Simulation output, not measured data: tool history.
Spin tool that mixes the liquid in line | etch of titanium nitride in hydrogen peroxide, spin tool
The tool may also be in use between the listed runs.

run	hour	temperature setpoint of the liquid (K)	concentration of hydrogen peroxide in the mixed liquid (% by weight)	time under the liquid (s)	thickness taken off the titanium nitride on a monitor wafer (nm)
1	0.0	331.15	19.5	150	9.6012
2	8.7	336.15	19.5	150	13.4870
3	16.8	336.15	21.5	150	13.8020
4	21.1	336.65	21.5	150	13.9340
5	26.4	337.15	21.5	150	14.6240
6	33.2	334.15	21.5	150	11.7110
7	40.3	335.15	21.5	150	12.9780
8	46.7	336.15	21.5	150	13.6110

Run 9 comes next. What will it give?
9	50.7	336.65	21.5	150	?

{"run 9": {"thickness taken off the titanium nitride on a monitor wafer (nm)": 14.237}}

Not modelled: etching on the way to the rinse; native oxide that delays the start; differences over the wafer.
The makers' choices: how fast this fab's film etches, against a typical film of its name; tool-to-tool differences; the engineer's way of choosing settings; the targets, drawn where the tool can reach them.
